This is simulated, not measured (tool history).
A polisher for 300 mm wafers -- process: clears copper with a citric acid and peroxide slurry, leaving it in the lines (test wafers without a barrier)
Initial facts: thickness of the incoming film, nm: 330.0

| run | hour | flow of slurry (ml/min) | pressure of the wafer on the pad (kPa) | speed of the pad under the wafer (m/s) | abrasive content of the slurry | overpolish time after the end point (s) | time until the end point was called (s) | dishing of a wide line in a test structure (nm) |
|---|---|---|---|---|---|---|---|---|
| 1 | 0.0 | 295 | 21.4 | 1.06 | 1.0 | 9 | 145.53 | 15.122 |
| 2 | 7.8 | 295 | 21.4 | 1.06 | 1.0 | 11 | 142.62 | 18.295 |
| 3 | 16.0 | 295 | 25.5 | 1.06 | 1.0 | 11 | 121.44 | 21.427 |
| 4 | 18.5 | 295 | 25.5 | 1.06 | 0.9 | 11 | 125.32 | 20.864 |
| 5 | 20.5 | 330 | 25.5 | 1.06 | 0.9 | 11 | 122.36 | 20.420 |
| 6 | 25.7 | 330 | 25.5 | 1.06 | 0.7 | 11 | 132.85 | 18.962 |
| 7 | 34.4 | 340 | 23.4 | 1.06 | 0.7 | 10 | 142.64 | 16.861 |
| 8 | 41.9 | 345 | 21.4 | 1.06 | 0.7 | 9 | 157.56 | 14.211 |
| 9 | 47.7 | 350 | 20.7 | 1.06 | 0.7 | 8 | 161.86 | 12.547 |

Run 10 is up next; what results do you expect?
| 10 | 51.3 | 350 | 20.0 | 1.06 | 0.7 | 7 | ? | ? |

Run 10 produced time until the end point was called (s) 168.96, dishing of a wide line in a test structure (nm) 10.513.
